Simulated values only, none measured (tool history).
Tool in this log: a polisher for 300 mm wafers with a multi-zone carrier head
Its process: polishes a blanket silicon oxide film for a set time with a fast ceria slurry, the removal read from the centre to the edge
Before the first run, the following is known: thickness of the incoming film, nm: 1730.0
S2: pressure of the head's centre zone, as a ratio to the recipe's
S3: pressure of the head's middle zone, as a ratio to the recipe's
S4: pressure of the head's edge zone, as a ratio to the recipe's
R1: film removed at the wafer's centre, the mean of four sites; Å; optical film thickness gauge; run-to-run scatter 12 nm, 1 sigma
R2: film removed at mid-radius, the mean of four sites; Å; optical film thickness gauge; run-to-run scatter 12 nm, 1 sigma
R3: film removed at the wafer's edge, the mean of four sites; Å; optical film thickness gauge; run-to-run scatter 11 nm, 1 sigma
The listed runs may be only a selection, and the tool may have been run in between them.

Run 1, hour 0: flow of slurry (ml/min) 145, S2 1, S3 1, S4 1, polishing time (s) 34. Result: R1 6125.2 Å, R2 6038.5 Å, R3 5955.2 Å.
Run 2, hour 6.8: flow of slurry (ml/min) 145, S2 1, S3 1, S4 0.95, polishing time (s) 34. Result: R1 5989.2 Å, R2 6028.5 Å, R3 5859.2 Å.
Run 3, hour 10.4: flow of slurry (ml/min) 145, S2 1, S3 1, S4 0.95, polishing time (s) 40. Result: R1 7040.6 Å, R2 6930.4 Å, R3 6776.6 Å.
Run 4, hour 19.2: flow of slurry (ml/min) 155, S2 1.02, S3 1.01, S4 0.97, polishing time (s) 40. Result: R1 7308.9 Å, R2 7257.4 Å, R3 7148.2 Å.
Run 5, hour 23.1: flow of slurry (ml/min) 155, S2 0.97, S3 1.01, S4 0.97, polishing time (s) 40. Result: R1 6952 Å, R2 7150.6 Å, R3 7011.4 Å.
Run 6, hour 29.1: flow of slurry (ml/min) 155, S2 0.97, S3 1.05, S4 0.97, polishing time (s) 40. Result: R1 7062.5 Å, R2 7410.4 Å, R3 6876.2 Å.
Run 7, hour 30.5: flow of slurry (ml/min) 165, S2 1.01, S3 1.05, S4 0.98, polishing time (s) 40. Result: R1 7332 Å, R2 7435 Å, R3 7034.8 Å.
Run 8, hour 38: flow of slurry (ml/min) 170, S2 1.04, S3 1.05, S4 0.99, polishing time (s) 40. Result: R1 7652.9 Å, R2 7688.4 Å, R3 7137.1 Å.

Run 9 has not been measured yet. What should we expect?
Run 9, hour 39.3: flow of slurry (ml/min) 190, S2 1.11, S3 0.97, S4 1.02, polishing time (s) 41. Result: R1 ?, R2 ?, R3 ?.

{"run 9": {"R1": 8422.9, "R2": 7381.2, "R3": 7342.2}}
